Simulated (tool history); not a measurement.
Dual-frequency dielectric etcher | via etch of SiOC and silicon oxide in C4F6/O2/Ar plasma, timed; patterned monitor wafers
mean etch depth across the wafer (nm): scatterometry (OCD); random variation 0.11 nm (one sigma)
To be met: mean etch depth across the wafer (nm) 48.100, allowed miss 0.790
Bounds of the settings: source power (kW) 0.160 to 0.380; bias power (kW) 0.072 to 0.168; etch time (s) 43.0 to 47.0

run  hour  source power (kW)  bias power (kW)  etch time (s)  mean etch depth across the wafer (nm)
  1   0.0              0.270            0.120           47.0                                 43.032
  2   1.0              0.270            0.101           47.0                                 40.155
  3   2.8              0.270            0.101           47.0                                 40.224
  4   3.5              0.290            0.103           47.0                                 41.765
  5   9.6              0.330            0.103           47.0                                 44.106
  6  14.7              0.330            0.088           47.0                                 41.642
  7  17.2              0.340            0.092           47.0                                 42.577
  8  21.9              0.350            0.096           47.0                                 44.058
  9  28.8              0.360            0.099           47.0                                 45.062
 10  35.6              0.360            0.101           47.0                                 45.603

Which of these 5 next moves meets every target?
  A  42.4              0.350            0.128           46.0                                      ?
  B  42.4              0.330            0.111           44.0                                      ?
  C  42.4              0.350            0.100           46.5                                      ?
  D  42.4              0.370            0.106           43.5                                      ?
  E  42.4              0.310            0.114           45.5                                      ?

move  mean etch depth across the wafer (nm)
   A                                 47.989
   B                                 42.405
   C                                 44.160
   D                                 43.244
   E                                 43.141
A: meets every target
B: further off than the last run
C: further off than the last run
D: further off than the last run
E: further off than the last run
Move A is the one to make.
